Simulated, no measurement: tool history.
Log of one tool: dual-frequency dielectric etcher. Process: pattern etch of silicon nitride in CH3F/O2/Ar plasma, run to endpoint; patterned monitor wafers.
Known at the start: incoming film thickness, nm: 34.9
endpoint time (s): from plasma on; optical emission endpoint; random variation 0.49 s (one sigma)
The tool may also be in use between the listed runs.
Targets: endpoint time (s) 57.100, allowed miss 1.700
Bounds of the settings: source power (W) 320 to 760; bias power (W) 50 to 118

run,day,source power (W),bias power (W),endpoint time (s)
1,0.000,540,84,43.330
2,0.029,540,69,45.441
3,0.138,540,60,48.133
4,0.271,520,59,48.946
5,0.371,520,70,46.727
6,0.588,500,69,47.291
7,0.775,480,67,49.066
8,1.075,460,66,50.947
9,1.133,450,66,50.456
# day 1.338: source power generator calibrated
10,1.338,340,50,67.190
11,1.383,350,50,65.782
12,1.525,360,50,63.848
13,1.867,370,50,63.847
14,1.917,380,50,61.799
15,1.954,390,50,61.536
16,2.279,400,50,60.460
17,2.454,470,54,54.131

Which of these 5 next moves meets every target?
A,2.629,430,55,?
B,2.629,470,53,?
C,2.629,470,56,?
D,2.629,440,59,?
E,2.629,450,65,?

move,endpoint time (s)
A,56.742
B,54.748
C,53.860
D,54.872
E,52.623
A: meets every target
B: nearer than the last run, and not there yet
C: further off than the last run
D: nearer than the last run, and not there yet
E: further off than the last run
The right move is A.

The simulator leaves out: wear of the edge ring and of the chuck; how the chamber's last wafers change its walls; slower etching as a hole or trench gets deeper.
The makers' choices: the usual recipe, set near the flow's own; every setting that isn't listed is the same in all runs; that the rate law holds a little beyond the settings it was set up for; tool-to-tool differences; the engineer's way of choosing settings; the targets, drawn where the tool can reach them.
